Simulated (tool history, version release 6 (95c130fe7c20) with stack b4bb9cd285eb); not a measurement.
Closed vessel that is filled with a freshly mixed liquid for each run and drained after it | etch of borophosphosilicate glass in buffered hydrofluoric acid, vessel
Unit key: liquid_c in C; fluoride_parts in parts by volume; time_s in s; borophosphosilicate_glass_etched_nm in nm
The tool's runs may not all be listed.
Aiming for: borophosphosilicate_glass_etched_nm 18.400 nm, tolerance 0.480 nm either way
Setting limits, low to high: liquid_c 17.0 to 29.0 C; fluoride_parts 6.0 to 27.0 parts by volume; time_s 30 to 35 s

| run | hour | liquid_c | fluoride_parts | time_s | borophosphosilicate_glass_etched_nm |
|---|---|---|---|---|---|
| 1 | 0.0 | 21.0 | 16.5 | 35 | 20.623 |
| 2 | 3.0 | 20.0 | 16.5 | 35 | 19.874 |
| 3 | 7.6 | 20.0 | 12.0 | 35 | 27.149 |
| 4 | 16.5 | 20.0 | 12.0 | 35 | 26.897 |
| 5 | 17.5 | 23.0 | 12.0 | 35 | 32.001 |
| 6 | 18.9 | 25.5 | 12.0 | 35 | 36.870 |
| 7 | 25.0 | 24.5 | 12.5 | 35 | 33.148 |
| 8 | 27.3 | 20.5 | 15.0 | 35 | 22.428 |
| 9 | 31.4 | 20.0 | 15.0 | 35 | 21.659 |
|  | 38.8 | hydrofluoric acid flow meter replaced |
| 10 | 38.8 | 19.5 | 15.0 | 35 | 22.337 |
| 11 | 40.6 | 18.0 | 16.0 | 35 | 19.335 |
| 12 | 46.7 | 17.5 | 16.0 | 35 | 19.027 |

Of the 4 settings listed for the next run, only one would bring every result within its allowed miss of target. Which one?
| A | 52.8 | 19.5 | 16.5 | 35 | ? |
| B | 52.8 | 17.5 | 15.0 | 35 | ? |
| C | 52.8 | 17.0 | 12.5 | 30 | ? |
| D | 52.8 | 17.5 | 14.0 | 30 | ? |

| move | borophosphosilicate_glass_etched_nm |
|---|---|
| A | 20.164 |
| B | 19.813 |
| C | 19.771 |
| D | 18.182 |
A: misses by more than the last run did
B: misses by more than the last run did
C: misses by more than the last run did
D: hits every target within its allowed miss
Answer: D
